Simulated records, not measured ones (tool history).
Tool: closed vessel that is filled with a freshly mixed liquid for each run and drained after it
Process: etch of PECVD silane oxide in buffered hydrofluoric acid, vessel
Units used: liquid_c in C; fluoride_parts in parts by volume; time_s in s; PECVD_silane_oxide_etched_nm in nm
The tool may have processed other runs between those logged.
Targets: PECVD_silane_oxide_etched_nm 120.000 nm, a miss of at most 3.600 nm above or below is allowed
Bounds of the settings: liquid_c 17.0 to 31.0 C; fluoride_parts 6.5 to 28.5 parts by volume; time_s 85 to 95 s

Run 1, hour 0.0: liquid_c 23.0 C, fluoride_parts 17.5 parts by volume, time_s 85 s. Result: PECVD_silane_oxide_etched_nm 86.879 nm.
Run 2, hour 4.8: liquid_c 23.5 C, fluoride_parts 17.5 parts by volume, time_s 85 s. Result: PECVD_silane_oxide_etched_nm 89.526 nm.
Run 3, hour 9.2: liquid_c 24.0 C, fluoride_parts 17.5 parts by volume, time_s 85 s. Result: PECVD_silane_oxide_etched_nm 91.193 nm.
Run 4, hour 11.6: liquid_c 24.5 C, fluoride_parts 17.5 parts by volume, time_s 85 s. Result: PECVD_silane_oxide_etched_nm 93.532 nm.
Run 5, hour 14.6: liquid_c 25.0 C, fluoride_parts 17.5 parts by volume, time_s 85 s. Result: PECVD_silane_oxide_etched_nm 95.820 nm.
Run 6, hour 19.0: liquid_c 25.5 C, fluoride_parts 17.5 parts by volume, time_s 85 s. Result: PECVD_silane_oxide_etched_nm 99.988 nm.
Run 7, hour 20.5: liquid_c 26.0 C, fluoride_parts 17.5 parts by volume, time_s 85 s. Result: PECVD_silane_oxide_etched_nm 102.940 nm.
Run 8, hour 21.6: liquid_c 26.5 C, fluoride_parts 17.5 parts by volume, time_s 85 s. Result: PECVD_silane_oxide_etched_nm 105.310 nm.

Below are 4 possible settings for the next run. Only one of them brings all results inside the allowed miss of their targets. Which is it?
Run A, hour 22.7: liquid_c 25.0 C, fluoride_parts 18.0 parts by volume, time_s 95 s. Result: PECVD_silane_oxide_etched_nm ?.
Run B, hour 22.7: liquid_c 26.5 C, fluoride_parts 17.0 parts by volume, time_s 95 s. Result: PECVD_silane_oxide_etched_nm ?.
Run C, hour 22.7: liquid_c 24.0 C, fluoride_parts 16.5 parts by volume, time_s 85 s. Result: PECVD_silane_oxide_etched_nm ?.
Run D, hour 22.7: liquid_c 24.5 C, fluoride_parts 17.0 parts by volume, time_s 90 s. Result: PECVD_silane_oxide_etched_nm ?.

move  PECVD_silane_oxide_etched_nm
   A                       104.890
   B                       120.470
   C                        96.767
   D                       102.280
A: just as far off the targets as the last run
B: in spec on every target
C: lands further from the targets than the last run did
D: lands further from the targets than the last run did
B is the move that brings every result within its allowed miss.

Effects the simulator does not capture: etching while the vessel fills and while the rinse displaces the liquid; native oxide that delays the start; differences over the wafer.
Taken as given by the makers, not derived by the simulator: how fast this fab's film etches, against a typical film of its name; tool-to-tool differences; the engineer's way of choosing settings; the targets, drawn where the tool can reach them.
